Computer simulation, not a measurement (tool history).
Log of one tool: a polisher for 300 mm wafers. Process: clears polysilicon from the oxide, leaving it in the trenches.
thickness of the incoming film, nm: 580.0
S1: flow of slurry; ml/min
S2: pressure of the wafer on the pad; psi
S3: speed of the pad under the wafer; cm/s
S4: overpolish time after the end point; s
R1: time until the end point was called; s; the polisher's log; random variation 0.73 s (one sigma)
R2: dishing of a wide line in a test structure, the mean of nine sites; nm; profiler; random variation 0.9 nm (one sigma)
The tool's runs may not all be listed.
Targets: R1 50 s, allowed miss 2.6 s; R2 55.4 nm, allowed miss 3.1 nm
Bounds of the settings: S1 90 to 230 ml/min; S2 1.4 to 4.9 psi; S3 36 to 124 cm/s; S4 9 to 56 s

run  hour   S1   S2  S3  S4      R1      R2
  1     0  150  3.1  80  29  50.768  69.363
  2   0.9  150  3.1  80  26   51.38  67.486
  3   7.6  150  3.1  80  23  50.611  69.537
  4  11.2  150  3.1  72  23  54.958  67.475
  5  16.9  125  3.1  72  23  56.468  68.007
  6  22.7  100  3.1  72  23  59.257  66.117
  7  27.1  100  3.2  70  21  58.709  65.303
  8  33.9  100  3.4  66  19  58.328  64.303
  9  42.1  100  3.6  62  18   60.73  63.614
 10  48.4  100  3.8  62  17  56.924  65.145
 11  49.1  100  3.9  62  16   55.67  64.486
 12  54.4  100    4  60  15  57.618  61.502
 13  61.6  100  4.1  60  14  56.186  60.798
 14  64.8  100  4.2  60  13   55.13  61.643
 15    67  100  4.2  60  13  54.643   61.92
 16  73.7  100  4.3  60  12  54.238  59.735
 17  75.3  100  4.3  60  12   53.54  60.217
 18  79.7  100  4.4  60  12  53.043  59.448
 19  85.7  100  4.5  60  12    52.4  61.776
 20  87.8  100  4.6  60  12  50.838  61.001
 21  89.6  100  4.9  52   9  52.508  53.651

Which of these 5 next moves meets every target?
  A  91.4   90  3.9  66  10   ?   ?
  B  91.4   90  4.6  50  10   ?   ?
  C  91.4  120  4.9  56   9   ?   ?
  D  91.4   90  2.6  90  13   ?   ?
  E  91.4  115  3.9  62   9   ?   ?

move      R1      R2
   A  53.591  54.692
   B  59.492  52.317
   C  49.036  54.326
   D  54.805  59.552
   E  54.187  52.037
A: further off than the last run
B: further off than the last run
C: meets every target
D: further off than the last run
E: further off than the last run
Answer: C

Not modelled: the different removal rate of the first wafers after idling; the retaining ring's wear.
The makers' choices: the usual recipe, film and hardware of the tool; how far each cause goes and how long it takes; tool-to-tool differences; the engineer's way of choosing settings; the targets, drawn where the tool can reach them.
